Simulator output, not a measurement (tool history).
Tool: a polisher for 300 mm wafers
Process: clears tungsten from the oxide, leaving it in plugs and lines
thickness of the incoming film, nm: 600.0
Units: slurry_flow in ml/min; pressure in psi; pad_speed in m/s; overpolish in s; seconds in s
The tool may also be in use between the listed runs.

run  hour  slurry_flow  pressure  pad_speed  slurry_solids  overpolish  seconds
  1     0          205       2.8       1.42              1          30   119.63
  2   2.4          205       2.8       1.42              1          32   118.81
  3   8.8          200       2.7       1.42              1          32   123.29
  4  10.3          200       2.7       1.64              1          32   107.58
  5  17.5          195       2.5       1.64              1          32   113.37
  6  25.1          155       2.5       1.64              1          32   116.34

The next listed run, before its measurement:
  7  26.6          155       2.3       1.64              1          32        ?

{"run 7": {"seconds": 123.81}}
